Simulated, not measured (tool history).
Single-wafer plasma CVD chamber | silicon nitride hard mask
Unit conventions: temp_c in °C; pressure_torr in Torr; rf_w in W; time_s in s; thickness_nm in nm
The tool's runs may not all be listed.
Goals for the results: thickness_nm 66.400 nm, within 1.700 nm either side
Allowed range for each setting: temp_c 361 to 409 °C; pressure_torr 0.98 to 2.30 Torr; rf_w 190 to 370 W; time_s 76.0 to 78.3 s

{"run": 1, "day": 0.0, "temp_c": 385, "pressure_torr": 1.64, "rf_w": 280, "time_s": 76.0, "thickness_nm": 81.591}
{"run": 2, "day": 0.188, "temp_c": 385, "pressure_torr": 1.93, "rf_w": 280, "time_s": 76.0, "thickness_nm": 84.241}
{"run": 3, "day": 0.538, "temp_c": 385, "pressure_torr": 1.93, "rf_w": 280, "time_s": 76.0, "thickness_nm": 84.518}
{"run": 4, "day": 0.625, "temp_c": 385, "pressure_torr": 1.93, "rf_w": 280, "time_s": 76.0, "thickness_nm": 84.25}
{"run": 5, "day": 0.921, "temp_c": 385, "pressure_torr": 2.12, "rf_w": 280, "time_s": 76.0, "thickness_nm": 86.87}
{"run": 6, "day": 1.075, "temp_c": 385, "pressure_torr": 2.01, "rf_w": 265, "time_s": 76.0, "thickness_nm": 82.246}
{"run": 7, "day": 1.321, "temp_c": 385, "pressure_torr": 1.92, "rf_w": 255, "time_s": 76.0, "thickness_nm": 78.266}
{"run": 8, "day": 1.412, "temp_c": 385, "pressure_torr": 1.84, "rf_w": 250, "time_s": 76.0, "thickness_nm": 76.454}
{"run": 9, "day": 1.621, "temp_c": 385, "pressure_torr": 1.77, "rf_w": 245, "time_s": 76.0, "thickness_nm": 74.755}
{"run": 10, "day": 1.642, "temp_c": 385, "pressure_torr": 1.71, "rf_w": 240, "time_s": 76.0, "thickness_nm": 72.888}
{"day": 1.704, "done": "capacitance manometer re-zeroed and calibrated"}
{"run": 11, "day": 1.704, "temp_c": 385, "pressure_torr": 1.66, "rf_w": 235, "time_s": 76.0, "thickness_nm": 72.169}
{"run": 12, "day": 1.792, "temp_c": 385, "pressure_torr": 1.35, "rf_w": 210, "time_s": 76.0, "thickness_nm": 62.78}
{"run": 13, "day": 1.896, "temp_c": 385, "pressure_torr": 1.38, "rf_w": 210, "time_s": 76.0, "thickness_nm": 63.024}
{"run": 14, "day": 1.921, "temp_c": 385, "pressure_torr": 1.41, "rf_w": 210, "time_s": 76.0, "thickness_nm": 63.96}
{"run": 15, "day": 1.988, "temp_c": 385, "pressure_torr": 1.43, "rf_w": 210, "time_s": 76.0, "thickness_nm": 63.769}
{"run": 16, "day": 2.267, "temp_c": 385, "pressure_torr": 1.45, "rf_w": 210, "time_s": 76.0, "thickness_nm": 63.648}
{"run": 17, "day": 2.546, "temp_c": 385, "pressure_torr": 1.47, "rf_w": 210, "time_s": 76.0, "thickness_nm": 64.326}
{"run": 18, "day": 2.754, "temp_c": 385, "pressure_torr": 1.49, "rf_w": 210, "time_s": 76.0, "thickness_nm": 64.559}
{"run": 19, "day": 2.829, "temp_c": 385, "pressure_torr": 1.51, "rf_w": 210, "time_s": 76.0, "thickness_nm": 64.609}

Pick the move, out of 5, that brings all results within their allowed miss; only one does.
{"run": "A", "day": 2.904, "temp_c": 387, "pressure_torr": 1.7, "rf_w": 195, "time_s": 77.3, "thickness_nm": "?"}
{"run": "B", "day": 2.904, "temp_c": 385, "pressure_torr": 1.48, "rf_w": 200, "time_s": 76.4, "thickness_nm": "?"}
{"run": "C", "day": 2.904, "temp_c": 391, "pressure_torr": 0.98, "rf_w": 235, "time_s": 76.0, "thickness_nm": "?"}
{"run": "D", "day": 2.904, "temp_c": 378, "pressure_torr": 1.46, "rf_w": 200, "time_s": 76.0, "thickness_nm": "?"}
{"run": "E", "day": 2.904, "temp_c": 389, "pressure_torr": 1.22, "rf_w": 235, "time_s": 76.0, "thickness_nm": "?"}

move=A thickness_nm=63.492
move=B thickness_nm=62.090
move=C thickness_nm=63.677
move=D thickness_nm=61.733
move=E thickness_nm=66.984
A: moves away from the targets compared with the last run
B: moves away from the targets compared with the last run
C: moves away from the targets compared with the last run
D: moves away from the targets compared with the last run
E: hits every target within its allowed miss
The move that meets every target is E.
